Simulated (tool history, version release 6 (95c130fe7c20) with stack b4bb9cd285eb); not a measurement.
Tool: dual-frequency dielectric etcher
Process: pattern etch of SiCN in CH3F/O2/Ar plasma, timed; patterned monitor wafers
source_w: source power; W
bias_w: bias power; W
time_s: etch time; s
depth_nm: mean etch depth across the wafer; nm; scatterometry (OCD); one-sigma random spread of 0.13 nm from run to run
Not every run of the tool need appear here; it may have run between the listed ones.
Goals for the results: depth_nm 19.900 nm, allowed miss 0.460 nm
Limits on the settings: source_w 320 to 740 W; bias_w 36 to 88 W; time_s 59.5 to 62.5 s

run    day  source_w  bias_w  time_s  depth_nm
  1  0.000       530      62    59.5    22.466
  2  0.342       500      61    59.5    21.708
  3  0.504       480      60    59.5    21.026
  4  0.667       470      60    59.5    21.060
  5  0.788       470      56    59.5    20.829
  6  1.092       470      61    59.5    21.007
  7  1.212       460      61    59.5    20.890
  8  1.454       450      61    59.5    20.577
  9  1.562       440      61    59.5    20.594
 10  1.921       440      61    59.5    20.520

Exactly one of the 5 candidate moves below puts every result within its allowed miss. Which one?
  A  2.279       430      56    60.0         ?
  B  2.279       420      57    62.0         ?
  C  2.279       500      59    59.5         ?
  D  2.279       410      63    62.5         ?
  E  2.279       430      62    60.0         ?

move  depth_nm
   A    20.060
   B    20.640
   C    21.422
   D    21.216
   E    20.654
A: in spec on every target
B: lands further from the targets than the last run did
C: lands further from the targets than the last run did
D: lands further from the targets than the last run did
E: lands further from the targets than the last run did
Answer: A
